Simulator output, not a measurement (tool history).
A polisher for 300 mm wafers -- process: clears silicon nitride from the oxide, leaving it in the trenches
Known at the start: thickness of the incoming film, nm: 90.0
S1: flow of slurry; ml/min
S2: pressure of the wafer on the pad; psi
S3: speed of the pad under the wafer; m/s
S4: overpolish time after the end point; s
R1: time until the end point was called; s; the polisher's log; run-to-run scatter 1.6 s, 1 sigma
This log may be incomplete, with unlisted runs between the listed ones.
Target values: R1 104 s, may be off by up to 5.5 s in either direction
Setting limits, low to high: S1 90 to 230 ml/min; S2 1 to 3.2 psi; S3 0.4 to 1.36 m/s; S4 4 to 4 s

{"run": 1, "hour": 0.0, "S1": 150, "S2": 2.1, "S3": 0.88, "S4": 4, "R1": 187.63}
{"run": 2, "hour": 0.6, "S1": 150, "S2": 2.1, "S3": 0.88, "S4": 4, "R1": 186.4}
{"run": 3, "hour": 7.1, "S1": 150, "S2": 2.3, "S3": 0.9, "S4": 4, "R1": 167.52}
{"run": 4, "hour": 10.7, "S1": 120, "S2": 2.3, "S3": 0.9, "S4": 4, "R1": 180.47}
{"run": 5, "hour": 19.1, "S1": 130, "S2": 2.5, "S3": 0.9, "S4": 4, "R1": 170.58}
{"run": 6, "hour": 20.5, "S1": 140, "S2": 2.6, "S3": 0.94, "S4": 4, "R1": 157.16}
{"hour": 26.6, "done": "head pressure recalibrated"}
{"run": 7, "hour": 26.6, "S1": 145, "S2": 2.7, "S3": 0.98, "S4": 4, "R1": 133.78}
{"run": 8, "hour": 28.2, "S1": 155, "S2": 2.8, "S3": 0.98, "S4": 4, "R1": 129.62}
{"run": 9, "hour": 32.8, "S1": 160, "S2": 2.9, "S3": 0.98, "S4": 4, "R1": 125.25}

Pick the move, out of 5, that brings all results within their allowed miss; only one does.
{"run": "A", "hour": 37.4, "S1": 155, "S2": 2.7, "S3": 0.76, "S4": 4, "R1": "?"}
{"run": "B", "hour": 37.4, "S1": 155, "S2": 2.9, "S3": 1.18, "S4": 4, "R1": "?"}
{"run": "C", "hour": 37.4, "S1": 190, "S2": 3, "S3": 1.22, "S4": 4, "R1": "?"}
{"run": "D", "hour": 37.4, "S1": 160, "S2": 3.1, "S3": 1.26, "S4": 4, "R1": "?"}
{"run": "E", "hour": 37.4, "S1": 180, "S2": 3, "S3": 0.88, "S4": 4, "R1": "?"}

move=A R1=167.87
move=B R1=104.1
move=C R1=95.142
move=D R1=92.536
move=E R1=131.86
A: moves away from the targets compared with the last run
B: each result inside its tolerance
C: takes the biggest miss from the last run beyond its target
D: takes the biggest miss from the last run beyond its target
E: moves away from the targets compared with the last run
B is the move that brings every result within its allowed miss.

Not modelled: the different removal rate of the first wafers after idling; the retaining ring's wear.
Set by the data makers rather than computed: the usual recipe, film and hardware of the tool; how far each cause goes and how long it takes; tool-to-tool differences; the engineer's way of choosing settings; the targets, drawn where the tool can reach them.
